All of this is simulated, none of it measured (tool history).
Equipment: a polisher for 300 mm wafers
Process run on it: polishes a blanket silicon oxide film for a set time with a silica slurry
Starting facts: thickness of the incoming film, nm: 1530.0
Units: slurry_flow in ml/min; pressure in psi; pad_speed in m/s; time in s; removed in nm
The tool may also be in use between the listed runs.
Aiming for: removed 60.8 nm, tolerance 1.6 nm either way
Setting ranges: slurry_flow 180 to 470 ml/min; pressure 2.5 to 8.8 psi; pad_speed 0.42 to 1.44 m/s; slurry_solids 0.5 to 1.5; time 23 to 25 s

{"run": 1, "hour": 0.0, "slurry_flow": 300, "pressure": 5.6, "pad_speed": 0.92, "slurry_solids": 1, "time": 25, "removed": 101.81}
{"run": 2, "hour": 1.8, "slurry_flow": 300, "pressure": 5.1, "pad_speed": 0.92, "slurry_solids": 1, "time": 25, "removed": 96.214}
{"run": 3, "hour": 4.5, "slurry_flow": 300, "pressure": 3.7, "pad_speed": 0.92, "slurry_solids": 1, "time": 25, "removed": 77.422}
{"run": 4, "hour": 10.4, "slurry_flow": 225, "pressure": 3.7, "pad_speed": 0.92, "slurry_solids": 1, "time": 25, "removed": 74.179}
{"run": 5, "hour": 18.0, "slurry_flow": 225, "pressure": 3.7, "pad_speed": 0.92, "slurry_solids": 1, "time": 23, "removed": 68.947}
{"run": 6, "hour": 22.0, "slurry_flow": 225, "pressure": 3.7, "pad_speed": 0.92, "slurry_solids": 1, "time": 25, "removed": 75.103}
{"run": 7, "hour": 29.2, "slurry_flow": 225, "pressure": 3.5, "pad_speed": 0.92, "slurry_solids": 1, "time": 25, "removed": 72.679}
{"run": 8, "hour": 30.3, "slurry_flow": 225, "pressure": 3.3, "pad_speed": 0.92, "slurry_solids": 1, "time": 25, "removed": 69.781}
{"run": 9, "hour": 32.5, "slurry_flow": 225, "pressure": 3.2, "pad_speed": 0.92, "slurry_solids": 1, "time": 25, "removed": 68.347}
{"run": 10, "hour": 33.9, "slurry_flow": 225, "pressure": 3.1, "pad_speed": 0.92, "slurry_solids": 1, "time": 25, "removed": 67.218}
{"run": 11, "hour": 34.9, "slurry_flow": 225, "pressure": 3, "pad_speed": 0.92, "slurry_solids": 1, "time": 25, "removed": 65.471}
{"run": 12, "hour": 38.8, "slurry_flow": 225, "pressure": 2.9, "pad_speed": 0.92, "slurry_solids": 1, "time": 25, "removed": 64.772}
{"run": 13, "hour": 40.4, "slurry_flow": 225, "pressure": 2.8, "pad_speed": 0.92, "slurry_solids": 1, "time": 25, "removed": 62.747}

Exactly one of the 4 candidate moves below puts every result within its allowed miss. Which one?
{"run": "A", "hour": 42.0, "slurry_flow": 250, "pressure": 2.7, "pad_speed": 0.86, "slurry_solids": 1.05, "time": 24, "removed": "?"}
{"run": "B", "hour": 42.0, "slurry_flow": 285, "pressure": 2.9, "pad_speed": 1.1, "slurry_solids": 0.7, "time": 25, "removed": "?"}
{"run": "C", "hour": 42.0, "slurry_flow": 230, "pressure": 2.5, "pad_speed": 0.98, "slurry_solids": 1, "time": 23, "removed": "?"}
{"run": "D", "hour": 42.0, "slurry_flow": 190, "pressure": 4.4, "pad_speed": 0.86, "slurry_solids": 0.65, "time": 23, "removed": "?"}

move=A removed=57.645
move=B removed=65.167
move=C removed=57.227
move=D removed=60.074
A: the result that was furthest off in the last run now lies on the other side of its target
B: the biggest miss grows against the last run
C: the result that was furthest off in the last run now lies on the other side of its target
D: each result inside its tolerance
So the answer is move D, the one that meets all the targets.

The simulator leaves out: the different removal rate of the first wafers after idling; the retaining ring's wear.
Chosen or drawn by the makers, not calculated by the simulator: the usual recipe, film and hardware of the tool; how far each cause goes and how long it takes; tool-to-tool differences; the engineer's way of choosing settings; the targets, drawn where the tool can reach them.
